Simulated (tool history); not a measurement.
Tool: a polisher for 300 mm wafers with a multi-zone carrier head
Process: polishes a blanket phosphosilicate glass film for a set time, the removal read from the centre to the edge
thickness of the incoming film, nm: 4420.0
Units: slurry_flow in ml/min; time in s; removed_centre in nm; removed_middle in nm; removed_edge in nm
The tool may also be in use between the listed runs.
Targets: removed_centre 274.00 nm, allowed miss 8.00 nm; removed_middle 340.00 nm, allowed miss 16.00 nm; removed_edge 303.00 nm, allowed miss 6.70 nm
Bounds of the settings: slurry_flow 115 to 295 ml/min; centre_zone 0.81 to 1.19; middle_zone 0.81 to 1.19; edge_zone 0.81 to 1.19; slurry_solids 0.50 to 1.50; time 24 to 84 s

| run | hour | slurry_flow | centre_zone | middle_zone | edge_zone | slurry_solids | time | removed_centre | removed_middle | removed_edge |
|---|---|---|---|---|---|---|---|---|---|---|
| 1 | 0.0 | 190 | 1.00 | 1.00 | 1.00 | 1.00 | 54 | 389.38 | 427.67 | 422.49 |
| 2 | 2.0 | 165 | 1.00 | 1.00 | 1.00 | 1.00 | 54 | 389.80 | 412.44 | 416.09 |
| 3 | 5.8 | 160 | 0.97 | 1.01 | 0.96 | 0.85 | 54 | 341.97 | 384.87 | 377.31 |
| 4 | 14.0 | 155 | 0.96 | 1.02 | 0.92 | 0.80 | 54 | 332.35 | 380.43 | 354.16 |
| 5 | 15.3 | 150 | 0.93 | 1.01 | 0.89 | 0.75 | 54 | 305.35 | 353.83 | 339.61 |
|  | 17.3 | centre zone pressure recalibrated |
| 6 | 17.3 | 150 | 0.93 | 1.01 | 0.96 | 0.75 | 54 | 331.47 | 363.18 | 351.41 |
| 7 | 21.0 | 145 | 0.92 | 1.02 | 0.92 | 0.70 | 54 | 314.44 | 350.30 | 332.64 |
| 8 | 23.7 | 140 | 0.90 | 1.03 | 0.89 | 0.70 | 54 | 307.91 | 344.53 | 323.01 |
| 9 | 26.8 | 165 | 0.88 | 1.03 | 0.87 | 0.65 | 54 | 300.60 | 342.38 | 310.31 |

Which of these 5 next moves meets every target?
| A | 29.9 | 170 | 0.98 | 1.00 | 0.84 | 0.65 | 54 | ? | ? | ? |
| B | 29.9 | 200 | 0.88 | 1.03 | 0.91 | 0.75 | 47 | ? | ? | ? |
| C | 29.9 | 160 | 0.88 | 1.07 | 0.81 | 0.70 | 52 | ? | ? | ? |
| D | 29.9 | 190 | 0.86 | 1.12 | 0.89 | 0.60 | 55 | ? | ? | ? |
| E | 29.9 | 190 | 0.83 | 1.08 | 0.90 | 0.55 | 57 | ? | ? | ? |

| move | removed_centre | removed_middle | removed_edge |
|---|---|---|---|
| A | 328.77 | 333.66 | 304.68 |
| B | 289.30 | 329.06 | 302.24 |
| C | 299.65 | 353.02 | 299.67 |
| D | 289.96 | 361.16 | 305.74 |
| E | 276.12 | 343.51 | 301.66 |
A: further off than the last run
B: nearer than the last run, and not there yet
C: as far off as the last run
D: nearer than the last run, and not there yet
E: meets every target
Move E is the one to make.
